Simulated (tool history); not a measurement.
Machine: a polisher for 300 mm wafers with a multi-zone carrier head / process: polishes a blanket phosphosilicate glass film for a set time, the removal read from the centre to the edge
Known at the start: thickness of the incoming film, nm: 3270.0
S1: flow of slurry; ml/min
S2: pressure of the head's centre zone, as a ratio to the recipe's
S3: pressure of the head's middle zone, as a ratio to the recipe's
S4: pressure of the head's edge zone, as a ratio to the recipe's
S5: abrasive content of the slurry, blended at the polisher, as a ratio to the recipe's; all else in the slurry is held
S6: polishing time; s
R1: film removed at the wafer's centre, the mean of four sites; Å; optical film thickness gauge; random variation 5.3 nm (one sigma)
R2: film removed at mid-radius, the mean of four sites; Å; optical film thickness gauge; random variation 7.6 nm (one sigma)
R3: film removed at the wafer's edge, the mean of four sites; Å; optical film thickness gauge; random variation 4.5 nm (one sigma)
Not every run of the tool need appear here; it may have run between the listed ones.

run    day   S1    S2    S3    S4    S5  S6      R1      R2      R3
  1  0.000  295  1.00  1.00  1.00  1.00  45  4506.2  4704.0  4590.1
  2  0.267  330  1.00  1.00  1.00  1.00  45  4508.4  4692.2  4599.4
  3  0.483  330  1.00  1.00  1.00  1.00  54  5393.2  5627.2  5469.2
  4  0.725  330  1.00  1.00  1.00  1.00  63  6337.3  6482.1  6448.3
  5  0.921  330  0.99  1.00  0.98  0.95  63  6247.1  6504.1  6192.7
  6  1.067  330  0.99  1.07  0.98  0.95  63  6206.1  6891.5  6303.1
  7  1.342  330  0.97  1.05  0.96  0.95  63  6052.5  6685.2  6168.8

Forecast run 8:
  8  1.533  330  0.95  1.04  0.94  0.95  63   ?   ?   ?

{"run 8": {"R1": 5955.0, "R2": 6645.2, "R3": 6170.1}}
